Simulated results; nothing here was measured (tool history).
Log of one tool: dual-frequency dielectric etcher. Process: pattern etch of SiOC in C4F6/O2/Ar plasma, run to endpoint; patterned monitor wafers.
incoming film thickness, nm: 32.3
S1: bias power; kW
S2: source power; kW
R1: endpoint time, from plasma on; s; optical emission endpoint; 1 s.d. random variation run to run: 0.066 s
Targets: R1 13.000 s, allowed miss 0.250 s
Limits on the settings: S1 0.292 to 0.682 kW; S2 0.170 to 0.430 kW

Run 1, hour 0.0: S1 0.487 kW, S2 0.300 kW. Result: R1 12.188 s.
Run 2, hour 5.8: S1 0.529 kW, S2 0.300 kW. Result: R1 11.613 s.
Run 3, hour 9.8: S1 0.529 kW, S2 0.270 kW. Result: R1 12.212 s.
Run 4, hour 18.6: S1 0.514 kW, S2 0.270 kW. Result: R1 12.375 s.
Run 5, hour 26.9: S1 0.582 kW, S2 0.270 kW. Result: R1 11.627 s.
Run 6, hour 31.2: S1 0.582 kW, S2 0.220 kW. Result: R1 12.683 s.
Run 7, hour 34.6: S1 0.576 kW, S2 0.220 kW. Result: R1 12.759 s.
Run 8, hour 40.9: S1 0.571 kW, S2 0.220 kW. Result: R1 12.619 s.

5 candidate next runs follow, results not yet known. Just one meets every target within its allowed miss. Identify it.
Run A, hour 47.2: S1 0.525 kW, S2 0.230 kW. Result: R1 ?.
Run B, hour 47.2: S1 0.524 kW, S2 0.280 kW. Result: R1 ?.
Run C, hour 47.2: S1 0.548 kW, S2 0.250 kW. Result: R1 ?.
Run D, hour 47.2: S1 0.665 kW, S2 0.200 kW. Result: R1 ?.
Run E, hour 47.2: S1 0.463 kW, S2 0.300 kW. Result: R1 ?.

move      R1
   A  13.011
   B  12.011
   C  12.306
   D  12.274
   E  12.419
A: each result inside its tolerance
B: further off than the last run
C: further off than the last run
D: further off than the last run
E: further off than the last run
The right move is A.
